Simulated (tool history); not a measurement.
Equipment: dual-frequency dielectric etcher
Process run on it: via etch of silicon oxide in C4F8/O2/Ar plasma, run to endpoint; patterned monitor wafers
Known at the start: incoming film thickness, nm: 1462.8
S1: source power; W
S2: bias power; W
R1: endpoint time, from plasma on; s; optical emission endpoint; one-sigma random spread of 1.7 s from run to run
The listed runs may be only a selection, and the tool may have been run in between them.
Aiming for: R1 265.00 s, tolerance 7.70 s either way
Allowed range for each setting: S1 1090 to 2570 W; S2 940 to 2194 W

{"run": 1, "hour": 0.0, "S1": 1830, "S2": 1567, "R1": 312.42}
{"run": 2, "hour": 3.2, "S1": 1710, "S2": 1567, "R1": 321.64}
{"run": 3, "hour": 4.9, "S1": 1710, "S2": 1700, "R1": 320.64}
{"run": 4, "hour": 12.0, "S1": 1430, "S2": 1700, "R1": 346.88}
{"run": 5, "hour": 19.6, "S1": 1280, "S2": 1700, "R1": 372.9}
{"run": 6, "hour": 26.1, "S1": 1430, "S2": 1732, "R1": 349.7}
{"run": 7, "hour": 30.1, "S1": 1570, "S2": 1761, "R1": 323.77}
{"run": 8, "hour": 37.9, "S1": 1940, "S2": 1854, "R1": 294.06}
{"run": 9, "hour": 38.4, "S1": 2000, "S2": 1868, "R1": 284.98}
{"run": 10, "hour": 41.1, "S1": 2040, "S2": 1877, "R1": 282.47}
{"run": 11, "hour": 42.4, "S1": 2070, "S2": 1886, "R1": 282.25}
{"run": 12, "hour": 45.7, "S1": 2110, "S2": 1895, "R1": 279.56}

Next run, 4 choices. One meets every target within its allowed miss, the rest don't. Which?
{"run": "A", "hour": 49.0, "S1": 2200, "S2": 2194, "R1": "?"}
{"run": "B", "hour": 49.0, "S1": 1890, "S2": 2036, "R1": "?"}
{"run": "C", "hour": 49.0, "S1": 2090, "S2": 1321, "R1": "?"}
{"run": "D", "hour": 49.0, "S1": 1880, "S2": 1854, "R1": "?"}

move=A R1=265.57
move=B R1=291.43
move=C R1=305.86
move=D R1=298.93
A: in spec on every target
B: the biggest miss grows against the last run
C: the biggest miss grows against the last run
D: the biggest miss grows against the last run
Go with A: it meets all targets.
